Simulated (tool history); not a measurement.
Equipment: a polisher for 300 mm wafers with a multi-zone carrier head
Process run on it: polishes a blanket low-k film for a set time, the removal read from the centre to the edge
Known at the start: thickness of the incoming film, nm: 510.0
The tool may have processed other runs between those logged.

run  hour  flow of slurry (ml/min)  pressure of the head's centre zone  pressure of the head's middle zone  pressure of the head's edge zone  abrasive content of the slurry  polishing time (s)  film removed at the wafer's centre (Å)  film removed at mid-radius (Å)  film removed at the wafer's edge (Å)
  1   0.0                      190                                1.00                                1.00                              1.00                            1.00                  69                                  218.76                          218.01                                225.85
  2   4.9                      190                                1.00                                1.05                              1.00                            1.00                  69                                  221.78                          226.71                                220.39
  3   6.9                      220                                1.00                                1.05                              1.00                            1.00                  69                                  217.35                          230.69                                226.45
  4  12.7                      220                                1.00                                1.05                              0.94                            1.00                  69                                  225.21                          231.36                                218.54
  5  16.8                      220                                1.00                                1.05                              0.94                            1.00                  60                                  201.15                          196.67                                194.60
  6  25.1                      225                                1.02                                1.04                              0.96                            1.10                  61                                  207.45                          212.25                                203.43

Run 7, settings as shown, results not yet in. Your forecast:
  7  31.0                      175                                1.12                                0.94                              0.91                            1.35                  80                                       ?                               ?                                     ?

film removed at the wafer's centre (Å): 295.35
film removed at mid-radius (Å): 261.01
film removed at the wafer's edge (Å): 266.65
